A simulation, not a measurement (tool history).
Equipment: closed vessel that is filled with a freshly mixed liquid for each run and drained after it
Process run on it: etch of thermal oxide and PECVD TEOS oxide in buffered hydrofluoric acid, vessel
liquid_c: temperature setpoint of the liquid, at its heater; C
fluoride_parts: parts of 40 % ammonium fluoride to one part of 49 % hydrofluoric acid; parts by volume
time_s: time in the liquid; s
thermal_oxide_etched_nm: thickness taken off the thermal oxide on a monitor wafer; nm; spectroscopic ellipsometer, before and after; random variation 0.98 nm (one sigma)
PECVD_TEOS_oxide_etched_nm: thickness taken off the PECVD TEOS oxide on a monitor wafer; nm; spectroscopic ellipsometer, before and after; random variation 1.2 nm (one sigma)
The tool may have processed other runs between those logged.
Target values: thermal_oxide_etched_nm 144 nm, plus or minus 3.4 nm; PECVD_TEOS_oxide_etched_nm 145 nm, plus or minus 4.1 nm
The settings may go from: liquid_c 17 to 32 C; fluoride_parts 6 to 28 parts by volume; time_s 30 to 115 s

run 1 hour=0 | liquid_c=25 fluoride_parts=17 time_s=60 | thermal_oxide_etched_nm=47.79 PECVD_TEOS_oxide_etched_nm=47.866
run 2 hour=2.1 | liquid_c=25 fluoride_parts=17 time_s=85 | thermal_oxide_etched_nm=67.761 PECVD_TEOS_oxide_etched_nm=67.855
run 3 hour=4.8 | liquid_c=25 fluoride_parts=17 time_s=110 | thermal_oxide_etched_nm=86.831 PECVD_TEOS_oxide_etched_nm=87.44
run 4 hour=7.4 | liquid_c=26.5 fluoride_parts=17 time_s=110 | thermal_oxide_etched_nm=96.402 PECVD_TEOS_oxide_etched_nm=95.492
run 5 hour=11.6 | liquid_c=28 fluoride_parts=16 time_s=110 | thermal_oxide_etched_nm=109.89 PECVD_TEOS_oxide_etched_nm=110.77
run 6 hour=13.9 | liquid_c=29.5 fluoride_parts=15.5 time_s=110 | thermal_oxide_etched_nm=122.97 PECVD_TEOS_oxide_etched_nm=122.16
run 7 hour=20.5 | liquid_c=30.5 fluoride_parts=15 time_s=110 | thermal_oxide_etched_nm=131.49 PECVD_TEOS_oxide_etched_nm=133.12
run 8 hour=21.4 | liquid_c=31 fluoride_parts=15 time_s=110 | thermal_oxide_etched_nm=136.16 PECVD_TEOS_oxide_etched_nm=137.22
run 9 hour=23.5 | liquid_c=31.5 fluoride_parts=15 time_s=110 | thermal_oxide_etched_nm=138.68 PECVD_TEOS_oxide_etched_nm=140.73
run 10 hour=31.7 | liquid_c=32 fluoride_parts=14.5 time_s=110 | thermal_oxide_etched_nm=146.49 PECVD_TEOS_oxide_etched_nm=150.12

Which one of the following 4 next-run settings gets every result inside its allowed miss? There is exactly one.
run A hour=39.9 | liquid_c=32 fluoride_parts=13.5 time_s=105 | thermal_oxide_etched_nm=? PECVD_TEOS_oxide_etched_nm=?
run B hour=39.9 | liquid_c=32 fluoride_parts=8 time_s=65 | thermal_oxide_etched_nm=? PECVD_TEOS_oxide_etched_nm=?
run C hour=39.9 | liquid_c=30 fluoride_parts=9.5 time_s=85 | thermal_oxide_etched_nm=? PECVD_TEOS_oxide_etched_nm=?
run D hour=39.9 | liquid_c=31.5 fluoride_parts=14.5 time_s=110 | thermal_oxide_etched_nm=? PECVD_TEOS_oxide_etched_nm=?

move=A thermal_oxide_etched_nm=149.11 PECVD_TEOS_oxide_etched_nm=151.21
move=B thermal_oxide_etched_nm=150.06 PECVD_TEOS_oxide_etched_nm=152.17
move=C thermal_oxide_etched_nm=150.46 PECVD_TEOS_oxide_etched_nm=152.58
move=D thermal_oxide_etched_nm=141.93 PECVD_TEOS_oxide_etched_nm=143.92
A: its largest miss is bigger than the last run's
B: its largest miss is bigger than the last run's
C: its largest miss is bigger than the last run's
D: every result lands within tolerance
The move that meets every target is D.
